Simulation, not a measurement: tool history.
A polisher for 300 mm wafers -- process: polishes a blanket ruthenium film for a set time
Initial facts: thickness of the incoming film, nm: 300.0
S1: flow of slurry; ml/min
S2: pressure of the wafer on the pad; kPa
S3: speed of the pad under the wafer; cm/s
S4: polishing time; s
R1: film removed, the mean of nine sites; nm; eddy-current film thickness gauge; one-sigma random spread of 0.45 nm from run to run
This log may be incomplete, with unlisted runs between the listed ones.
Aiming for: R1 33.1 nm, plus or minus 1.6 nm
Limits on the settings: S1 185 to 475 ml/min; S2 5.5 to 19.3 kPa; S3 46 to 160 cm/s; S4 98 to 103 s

run	hour	S1	S2	S3	S4	R1
1	0	305	12.4	102	98	84.301
2	3.8	305	12.4	102	103	91.832
3	12.8	305	11.7	96	103	82.085
4	19.2	305	11.7	96	98	76.063
5	21	305	11	96	98	72.992
6	23.5	305	10.3	90	98	64.806
7	26.1	305	9.7	86	98	56.607
8	31.7	305	9	84	98	51.415
9	39.4	305	8.3	82	98	46.754
10	40.4	300	5.5	70	98	27.496
11	48.8	310	6.2	70	98	30.101

Exercise: of the 4 proposed moves below, exactly one satisfies all targets within the stated allowed misses. Which move is it?
A	57.2	380	5.5	76	98	?
B	57.2	305	5.5	74	101	?
C	57.2	445	5.5	80	101	?
D	57.2	355	5.5	78	98	?

move	R1
A	30.1
B	29.731
C	32.923
D	30.71
A: as far off as the last run
B: lands further from the targets than the last run did
C: hits every target within its allowed miss
D: moves toward the targets from the last run without getting all of them in spec
Answer: C
